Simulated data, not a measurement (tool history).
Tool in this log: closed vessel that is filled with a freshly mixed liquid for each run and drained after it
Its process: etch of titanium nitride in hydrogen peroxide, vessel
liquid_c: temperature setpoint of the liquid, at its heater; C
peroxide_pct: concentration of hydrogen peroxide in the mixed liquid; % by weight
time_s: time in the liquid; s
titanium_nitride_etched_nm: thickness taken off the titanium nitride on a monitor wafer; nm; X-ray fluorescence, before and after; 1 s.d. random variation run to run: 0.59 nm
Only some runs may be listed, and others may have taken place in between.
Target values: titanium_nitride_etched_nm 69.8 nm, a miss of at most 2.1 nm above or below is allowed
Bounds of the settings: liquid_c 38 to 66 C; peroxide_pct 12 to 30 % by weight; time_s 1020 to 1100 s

run  hour  liquid_c  peroxide_pct  time_s  titanium_nitride_etched_nm
  1     0        54          20.5    1020                      35.209
  2     7        54            17    1020                      33.659
  3  14.1      56.5            17    1020                      39.639
  4  21.4      58.5            17    1020                      45.398
  5  22.8        60            17    1020                      49.931
  6  29.8        60            17    1100                      55.428
  7  37.4        61            17    1100                      58.867
  8  46.7        61            17    1100                      58.099

Below are 4 possible settings for the next run. Only one of them brings all results inside the allowed miss of their targets. Which is it?
  A    56        66            12    1095                           ?
  B    56        64            20    1100                           ?
  C    56        65            12    1075                           ?
  D    56        65            17    1100                           ?

move  titanium_nitride_etched_nm
   A                      75.362
   B                        73.9
   C                      69.276
   D                      76.267
A: carries the result that was furthest off beyond its target, to the other side
B: carries the result that was furthest off beyond its target, to the other side
C: each result inside its tolerance
D: carries the result that was furthest off beyond its target, to the other side
Go with C: it meets all targets.
